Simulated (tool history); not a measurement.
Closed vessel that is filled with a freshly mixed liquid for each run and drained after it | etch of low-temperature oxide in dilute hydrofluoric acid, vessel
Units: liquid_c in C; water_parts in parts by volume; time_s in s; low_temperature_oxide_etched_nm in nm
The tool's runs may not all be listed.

| run | day | liquid_c | water_parts | time_s | low_temperature_oxide_etched_nm |
|---|---|---|---|---|---|
| 1 | 0 | 22 | 155 | 990 | 74.979 |
| 2 | 0.317 | 24.5 | 130 | 990 | 101.57 |
| 3 | 0.492 | 23 | 130 | 990 | 95.276 |
| 4 | 0.858 | 20.5 | 130 | 990 | 86.275 |
| 5 | 1.175 | 23.5 | 115 | 990 | 110.75 |
| 6 | 1.35 | 25.5 | 110 | 990 | 127.64 |
| 7 | 1.679 | 27 | 105 | 990 | 141.69 |

The next listed run, before its measurement:
| 8 | 2.033 | 28 | 105 | 990 | ? |

Run 8 gave low_temperature_oxide_etched_nm 147.11 nm.

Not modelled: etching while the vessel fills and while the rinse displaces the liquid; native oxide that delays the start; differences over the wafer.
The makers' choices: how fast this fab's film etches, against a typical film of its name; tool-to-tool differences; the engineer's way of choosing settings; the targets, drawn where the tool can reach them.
